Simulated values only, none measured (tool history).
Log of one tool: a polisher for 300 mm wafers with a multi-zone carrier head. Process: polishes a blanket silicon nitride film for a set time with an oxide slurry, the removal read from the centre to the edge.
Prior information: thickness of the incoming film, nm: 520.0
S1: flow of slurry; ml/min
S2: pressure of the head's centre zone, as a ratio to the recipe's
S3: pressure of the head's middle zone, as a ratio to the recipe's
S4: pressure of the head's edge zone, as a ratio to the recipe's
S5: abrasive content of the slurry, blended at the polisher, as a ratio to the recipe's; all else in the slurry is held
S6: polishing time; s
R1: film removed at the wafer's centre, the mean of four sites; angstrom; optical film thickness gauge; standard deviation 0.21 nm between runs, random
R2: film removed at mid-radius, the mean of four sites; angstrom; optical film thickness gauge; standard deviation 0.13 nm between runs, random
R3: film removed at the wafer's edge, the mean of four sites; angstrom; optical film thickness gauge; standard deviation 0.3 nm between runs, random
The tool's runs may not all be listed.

| run | hour | S1 | S2 | S3 | S4 | S5 | S6 | R1 | R2 | R3 |
|---|---|---|---|---|---|---|---|---|---|---|
| 1 | 0.0 | 230 | 1.00 | 1.00 | 1.00 | 1.0 | 62 | 410.15 | 390.17 | 380.73 |
| 2 | 7.5 | 230 | 1.00 | 1.00 | 1.00 | 0.9 | 62 | 378.06 | 363.70 | 360.26 |
| 3 | 9.4 | 230 | 0.93 | 1.00 | 1.00 | 0.9 | 62 | 351.27 | 360.19 | 353.77 |
| 4 | 13.7 | 230 | 0.93 | 1.04 | 1.00 | 0.9 | 62 | 357.27 | 378.29 | 363.82 |
| 5 | 19.2 | 230 | 0.93 | 1.04 | 1.08 | 0.9 | 62 | 353.82 | 373.59 | 367.45 |
| 6 | 27.4 | 225 | 0.92 | 0.99 | 1.06 | 0.8 | 59 | 300.23 | 308.29 | 319.00 |
| 7 | 29.2 | 225 | 0.92 | 0.99 | 1.06 | 0.8 | 59 | 296.11 | 315.43 | 324.57 |
| 8 | 32.9 | 225 | 0.94 | 0.95 | 1.03 | 0.7 | 57 | 263.07 | 255.18 | 267.22 |
| 9 | 37.1 | 220 | 0.92 | 0.91 | 1.01 | 0.7 | 57 | 262.92 | 245.35 | 267.29 |

For run 10, what comes out?
| 10 | 40.7 | 190 | 0.83 | 0.85 | 0.95 | 0.5 | 54 | ? | ? | ? |

{"run 10": {"R1": 135.63, "R2": 137.65, "R3": 152.18}}
